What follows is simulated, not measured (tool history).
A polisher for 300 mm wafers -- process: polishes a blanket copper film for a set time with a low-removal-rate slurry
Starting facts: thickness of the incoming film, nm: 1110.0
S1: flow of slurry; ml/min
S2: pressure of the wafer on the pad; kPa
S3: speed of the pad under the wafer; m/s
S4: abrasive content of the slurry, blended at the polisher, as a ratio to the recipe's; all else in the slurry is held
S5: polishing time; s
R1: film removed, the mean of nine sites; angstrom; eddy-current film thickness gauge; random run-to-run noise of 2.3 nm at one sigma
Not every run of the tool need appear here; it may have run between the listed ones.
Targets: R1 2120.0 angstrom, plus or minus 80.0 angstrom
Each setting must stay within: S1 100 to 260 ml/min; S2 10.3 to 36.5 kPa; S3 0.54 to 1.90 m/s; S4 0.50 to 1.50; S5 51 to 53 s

run    day   S1    S2    S3    S4  S5      R1
  1  0.000  165  23.4  1.22  1.00  51  1800.2
  2  0.142  170  24.8  1.22  1.00  51  1928.2
  3  0.250  170  24.8  1.10  1.00  51  1723.5
  4  0.388  170  24.8  1.10  1.00  51  1723.8
  5  0.442  170  20.7  1.10  1.00  51  1443.4
  6  0.608  175  23.4  1.10  1.00  51  1621.9
  7  0.783  175  25.5  1.10  1.00  51  1779.0
  8  0.883  175  26.9  1.10  1.00  51  1883.0
  9  1.162  175  27.6  1.10  1.00  51  1907.4
 10  1.200  175  28.3  1.10  1.00  51  1972.4

Pick the move, out of 5, that brings all results within their allowed miss; only one does.
  A  1.238  175  27.6  1.20  1.00  51   ?
  B  1.238  200  24.8  1.02  1.10  53   ?
  C  1.238  185  26.9  1.28  1.00  53   ?
  D  1.238  200  31.7  0.88  0.95  51   ?
  E  1.238  145  33.8  1.02  1.15  53   ?

move      R1
   A  2089.3
   B  1761.0
   C  2275.0
   D  1781.7
   E  2285.4
A: each result inside its tolerance
B: misses by more than the last run did
C: the result that was furthest off in the last run now lies on the other side of its target
D: misses by more than the last run did
E: the result that was furthest off in the last run now lies on the other side of its target
Go with A: it meets all targets.
